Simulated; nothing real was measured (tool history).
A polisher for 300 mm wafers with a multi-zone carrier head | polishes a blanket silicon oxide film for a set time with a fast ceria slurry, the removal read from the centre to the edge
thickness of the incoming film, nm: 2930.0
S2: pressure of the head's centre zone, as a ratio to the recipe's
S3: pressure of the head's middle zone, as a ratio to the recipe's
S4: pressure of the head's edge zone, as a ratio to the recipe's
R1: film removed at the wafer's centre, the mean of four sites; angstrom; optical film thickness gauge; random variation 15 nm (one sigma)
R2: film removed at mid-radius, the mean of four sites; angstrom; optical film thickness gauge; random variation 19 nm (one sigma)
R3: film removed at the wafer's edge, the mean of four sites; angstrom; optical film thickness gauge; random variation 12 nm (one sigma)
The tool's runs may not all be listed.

Run 1, hour 0: flow of slurry (ml/min) 300, S2 1, S3 1, S4 1, polishing time (s) 84. Result: R1 7947.7 angstrom, R2 8525.6 angstrom, R3 8363.5 angstrom.
Run 2, hour 5.5: flow of slurry (ml/min) 305, S2 1.01, S3 1.05, S4 1.03, polishing time (s) 93. Result: R1 9111.3 angstrom, R2 10089 angstrom, R3 9415.6 angstrom.
Run 3, hour 7.2: flow of slurry (ml/min) 310, S2 1.01, S3 1.07, S4 1.06, polishing time (s) 99. Result: R1 9642.5 angstrom, R2 10728 angstrom, R3 10170 angstrom.
Run 4, hour 14.4: flow of slurry (ml/min) 310, S2 1.04, S3 1.07, S4 1.06, polishing time (s) 99. Result: R1 10082 angstrom, R2 10717 angstrom, R3 10194 angstrom.
Run 5, hour 22.9: flow of slurry (ml/min) 310, S2 1.03, S3 1.1, S4 1.07, polishing time (s) 103. Result: R1 10565 angstrom, R2 11586 angstrom, R3 10481 angstrom.
Run 6, hour 24.1: flow of slurry (ml/min) 340, S2 1.03, S3 1.1, S4 1.07, polishing time (s) 103. Result: R1 10414 angstrom, R2 11353 angstrom, R3 10731 angstrom.
Run 7, hour 25.2: flow of slurry (ml/min) 340, S2 1.02, S3 1.12, S4 1.07, polishing time (s) 106. Result: R1 10528 angstrom, R2 12172 angstrom, R3 10993 angstrom.
Run 8, hour 33.8: flow of slurry (ml/min) 345, S2 1.02, S3 1.13, S4 1.08, polishing time (s) 108. Result: R1 10749 angstrom, R2 12265 angstrom, R3 11481 angstrom.

The next listed run, before its measurement:
Run 9, hour 37.6: flow of slurry (ml/min) 345, S2 1.02, S3 1.14, S4 1.08, polishing time (s) 109. Result: R1 ?, R2 ?, R3 ?.

Run 9 gave R1 11085 angstrom, R2 12893 angstrom, R3 11551 angstrom.

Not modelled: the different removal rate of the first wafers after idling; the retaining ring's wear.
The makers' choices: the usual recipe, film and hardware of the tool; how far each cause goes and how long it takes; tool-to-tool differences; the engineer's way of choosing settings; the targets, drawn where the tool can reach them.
